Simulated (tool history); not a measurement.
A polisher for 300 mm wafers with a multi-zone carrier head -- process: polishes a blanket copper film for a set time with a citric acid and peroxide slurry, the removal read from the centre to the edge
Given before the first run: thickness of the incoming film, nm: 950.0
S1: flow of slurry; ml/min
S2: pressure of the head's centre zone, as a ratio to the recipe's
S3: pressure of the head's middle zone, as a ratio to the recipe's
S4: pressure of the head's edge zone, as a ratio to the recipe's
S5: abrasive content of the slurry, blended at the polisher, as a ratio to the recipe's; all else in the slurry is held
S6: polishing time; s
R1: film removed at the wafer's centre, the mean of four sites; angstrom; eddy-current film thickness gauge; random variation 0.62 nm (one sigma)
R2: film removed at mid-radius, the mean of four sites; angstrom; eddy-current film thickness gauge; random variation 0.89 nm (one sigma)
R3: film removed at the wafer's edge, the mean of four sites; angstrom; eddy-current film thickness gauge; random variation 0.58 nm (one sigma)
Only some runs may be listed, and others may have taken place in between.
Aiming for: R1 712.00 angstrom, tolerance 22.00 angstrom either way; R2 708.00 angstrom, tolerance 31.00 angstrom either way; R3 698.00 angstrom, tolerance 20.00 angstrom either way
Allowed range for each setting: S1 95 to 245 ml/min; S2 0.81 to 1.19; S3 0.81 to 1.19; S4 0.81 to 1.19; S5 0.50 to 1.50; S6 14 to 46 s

run 1 hour=0.0 | S1=155 S2=1.00 S3=1.00 S4=1.00 S5=1.00 S6=30 | R1=834.84 R2=852.57 R3=850.64
run 2 hour=1.8 | S1=150 S2=1.00 S3=0.99 S4=0.98 S5=0.95 S6=30 | R1=820.02 R2=842.19 R3=841.16
run 3 hour=2.4 | S1=150 S2=1.01 S3=0.98 S4=0.97 S5=0.90 S6=30 | R1=813.36 R2=829.88 R3=824.10
run 4 hour=6.1 | S1=145 S2=1.02 S3=0.97 S4=0.95 S5=0.85 S6=30 | R1=815.11 R2=780.94 R3=809.59
run 5 hour=9.9 | S1=145 S2=0.98 S3=0.97 S4=0.95 S5=0.85 S6=30 | R1=770.52 R2=797.03 R3=785.44
run 6 hour=10.6 | S1=145 S2=0.98 S3=0.97 S4=0.95 S5=0.65 S6=30 | R1=728.67 R2=765.34 R3=755.54
run 7 hour=14.7 | S1=140 S2=0.98 S3=0.97 S4=0.93 S5=0.65 S6=30 | R1=739.34 R2=754.63 R3=739.63
run 8 hour=19.9 | S1=135 S2=0.98 S3=0.97 S4=0.92 S5=0.65 S6=30 | R1=730.77 R2=752.19 R3=734.85
run 9 hour=24.6 | S1=130 S2=0.98 S3=0.97 S4=0.91 S5=0.65 S6=30 | R1=730.13 R2=739.63 R3=714.22

Exercise: of the 4 proposed moves below, exactly one satisfies all targets within the stated allowed misses. Which move is it?
run A hour=29.3 | S1=165 S2=1.01 S3=0.97 S4=0.95 S5=0.60 S6=28 | R1=? R2=? R3=?
run B hour=29.3 | S1=120 S2=1.02 S3=0.88 S4=0.93 S5=0.50 S6=33 | R1=? R2=? R3=?
run C hour=29.3 | S1=120 S2=1.08 S3=0.96 S4=0.91 S5=0.65 S6=29 | R1=? R2=? R3=?
run D hour=29.3 | S1=125 S2=0.97 S3=1.00 S4=0.90 S5=0.70 S6=31 | R1=? R2=? R3=?

move=A R1=725.36 R2=713.06 R3=700.10
move=B R1=774.89 R2=702.67 R3=754.80
move=C R1=754.37 R2=699.45 R3=691.25
move=D R1=754.12 R2=793.01 R3=750.67
A: meets every target
B: the furthest-off result lands on target, but another misses its tolerance
C: the furthest-off result lands on target, but another misses its tolerance
D: further off than the last run
So the answer is move A, the one that meets all the targets.
